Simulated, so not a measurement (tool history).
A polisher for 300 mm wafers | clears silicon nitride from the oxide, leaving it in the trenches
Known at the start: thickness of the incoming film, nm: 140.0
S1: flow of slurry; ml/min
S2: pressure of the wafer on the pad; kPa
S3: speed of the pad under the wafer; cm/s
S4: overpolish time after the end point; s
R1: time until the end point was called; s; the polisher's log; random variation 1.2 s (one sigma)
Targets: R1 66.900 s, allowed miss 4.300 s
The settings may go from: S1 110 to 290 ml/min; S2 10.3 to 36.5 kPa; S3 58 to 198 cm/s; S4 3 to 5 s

Run 1, hour 0.0: S1 185 ml/min, S2 23.4 kPa, S3 128 cm/s, S4 5 s. Result: R1 81.227 s.
Run 2, hour 6.5: S1 185 ml/min, S2 26.9 kPa, S3 128 cm/s, S4 5 s. Result: R1 74.297 s.
Run 3, hour 7.4: S1 185 ml/min, S2 26.9 kPa, S3 128 cm/s, S4 3 s. Result: R1 74.067 s.
Run 4, hour 12.1: S1 185 ml/min, S2 26.9 kPa, S3 128 cm/s, S4 3 s. Result: R1 75.670 s.
Run 5, hour 18.2: S1 185 ml/min, S2 27.6 kPa, S3 128 cm/s, S4 3 s. Result: R1 71.715 s.
Run 6, hour 25.5: S1 185 ml/min, S2 28.3 kPa, S3 128 cm/s, S4 3 s. Result: R1 71.645 s.
At hour 31.8: head pressure recalibrated.
Run 7, hour 31.8: S1 185 ml/min, S2 29.6 kPa, S3 130 cm/s, S4 3 s. Result: R1 72.543 s.
Run 8, hour 40.7: S1 185 ml/min, S2 29.6 kPa, S3 132 cm/s, S4 3 s. Result: R1 70.128 s.

Which of these 5 next moves meets every target?
Run A, hour 49.6: S1 175 ml/min, S2 26.9 kPa, S3 136 cm/s, S4 3 s. Result: R1 ?.
Run B, hour 49.6: S1 185 ml/min, S2 29.6 kPa, S3 160 cm/s, S4 3 s. Result: R1 ?.
Run C, hour 49.6: S1 185 ml/min, S2 33.1 kPa, S3 126 cm/s, S4 3 s. Result: R1 ?.
Run D, hour 49.6: S1 165 ml/min, S2 25.5 kPa, S3 146 cm/s, S4 3 s. Result: R1 ?.
Run E, hour 49.6: S1 180 ml/min, S2 29.6 kPa, S3 122 cm/s, S4 3 s. Result: R1 ?.

move      R1
   A  74.641
   B  58.058
   C  66.433
   D  73.521
   E  75.845
A: further off than the last run
B: takes the result that was furthest off past its target
C: meets every target
D: further off than the last run
E: further off than the last run
Move C is the one to make.

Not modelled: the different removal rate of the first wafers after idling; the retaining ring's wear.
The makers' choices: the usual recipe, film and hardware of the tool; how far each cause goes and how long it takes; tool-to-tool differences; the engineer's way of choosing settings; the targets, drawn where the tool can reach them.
